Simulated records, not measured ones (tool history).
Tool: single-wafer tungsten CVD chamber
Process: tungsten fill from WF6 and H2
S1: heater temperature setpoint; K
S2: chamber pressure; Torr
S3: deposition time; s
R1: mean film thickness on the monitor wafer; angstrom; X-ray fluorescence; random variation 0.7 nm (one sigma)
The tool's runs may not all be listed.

{"run": 1, "day": 0.0, "S1": 673.15, "S2": 46.4, "S3": 28.8, "R1": 1032.7}
{"run": 2, "day": 0.092, "S1": 673.15, "S2": 46.4, "S3": 28.8, "R1": 1028.7}
{"run": 3, "day": 0.125, "S1": 678.15, "S2": 46.6, "S3": 28.8, "R1": 1122.2}
{"run": 4, "day": 0.208, "S1": 672.15, "S2": 46.6, "S3": 28.8, "R1": 994.17}
{"run": 5, "day": 0.542, "S1": 672.15, "S2": 40.9, "S3": 28.8, "R1": 954.3}
{"run": 6, "day": 0.629, "S1": 672.15, "S2": 34.2, "S3": 28.8, "R1": 878.08}
{"run": 7, "day": 0.812, "S1": 680.15, "S2": 35.1, "S3": 28.8, "R1": 1042.8}
{"run": 8, "day": 1.038, "S1": 685.15, "S2": 35.2, "S3": 28.8, "R1": 1148.0}
{"run": 9, "day": 1.067, "S1": 688.15, "S2": 35.3, "S3": 28.8, "R1": 1199.0}
{"run": 10, "day": 1.371, "S1": 691.15, "S2": 35.6, "S3": 28.8, "R1": 1280.6}

The next listed run, before its measurement:
{"run": 11, "day": 1.412, "S1": 691.15, "S2": 35.6, "S3": 28.8, "R1": "?"}

R1: 1278.20 angstrom
